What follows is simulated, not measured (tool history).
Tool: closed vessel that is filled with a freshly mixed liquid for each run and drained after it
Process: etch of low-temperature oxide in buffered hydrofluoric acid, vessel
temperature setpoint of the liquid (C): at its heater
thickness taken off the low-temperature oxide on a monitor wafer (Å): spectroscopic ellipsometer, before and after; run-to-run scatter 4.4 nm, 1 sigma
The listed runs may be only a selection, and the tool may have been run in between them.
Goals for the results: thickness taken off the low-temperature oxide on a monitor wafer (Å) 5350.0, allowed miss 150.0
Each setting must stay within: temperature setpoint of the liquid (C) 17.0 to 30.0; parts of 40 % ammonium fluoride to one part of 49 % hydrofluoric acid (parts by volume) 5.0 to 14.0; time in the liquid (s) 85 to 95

run,day,temperature setpoint of the liquid (C),parts of 40 % ammonium fluoride to one part of 49 % hydrofluoric acid (parts by volume),time in the liquid (s),thickness taken off the low-temperature oxide on a monitor wafer (Å)
1,0.000,22.0,8.5,85,3467.3
2,0.196,22.0,8.5,95,3837.9
3,0.425,22.0,10.0,95,3388.4
4,0.588,22.0,8.5,95,3911.0
5,0.867,22.0,10.0,95,3431.4
6,0.929,22.0,10.0,85,3038.8
7,1.079,26.0,8.5,85,4369.7
8,1.217,27.0,8.5,85,4605.2

Exercise: of the 4 proposed moves below, exactly one satisfies all targets within the stated allowed misses. Which move is it?
A,1.354,23.5,7.5,85,?
B,1.354,27.5,8.5,90,?
C,1.354,29.0,9.0,95,?
D,1.354,28.5,8.5,85,?

move,thickness taken off the low-temperature oxide on a monitor wafer (Å)
A,4344.3
B,4984.5
C,5354.3
D,4964.2
A: moves away from the targets compared with the last run
B: an improvement on the last run, though not all results are within tolerance
C: meets every target
D: an improvement on the last run, though not all results are within tolerance
Answer: C
